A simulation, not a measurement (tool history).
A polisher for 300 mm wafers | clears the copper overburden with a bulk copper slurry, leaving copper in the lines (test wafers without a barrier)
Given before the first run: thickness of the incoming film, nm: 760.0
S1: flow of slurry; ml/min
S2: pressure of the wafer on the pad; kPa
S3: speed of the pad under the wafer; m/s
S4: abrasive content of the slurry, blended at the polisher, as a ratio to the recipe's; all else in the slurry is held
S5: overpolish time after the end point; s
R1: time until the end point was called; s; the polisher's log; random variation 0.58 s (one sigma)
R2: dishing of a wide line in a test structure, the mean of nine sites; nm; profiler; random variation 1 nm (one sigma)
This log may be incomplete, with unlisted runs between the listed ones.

run	hour	S1	S2	S3	S4	S5	R1	R2
1	0.0	125	19.3	1.30	1.00	14	58.469	59.218
2	1.2	125	19.3	1.04	1.00	14	70.748	53.313
3	8.9	135	20.7	1.04	1.05	12	65.894	54.281
4	15.0	110	20.7	1.04	1.05	12	67.272	55.081
5	20.3	110	20.7	1.36	1.05	12	53.688	59.120
6	26.0	130	20.7	1.42	0.95	10	52.629	56.866
7	31.7	145	20.7	1.48	0.90	9	49.587	53.050

For run 8, what comes out?
8	33.7	150	21.4	1.48	0.90	8	?	?

R1: 47.914 s
R2: 51.387 nm
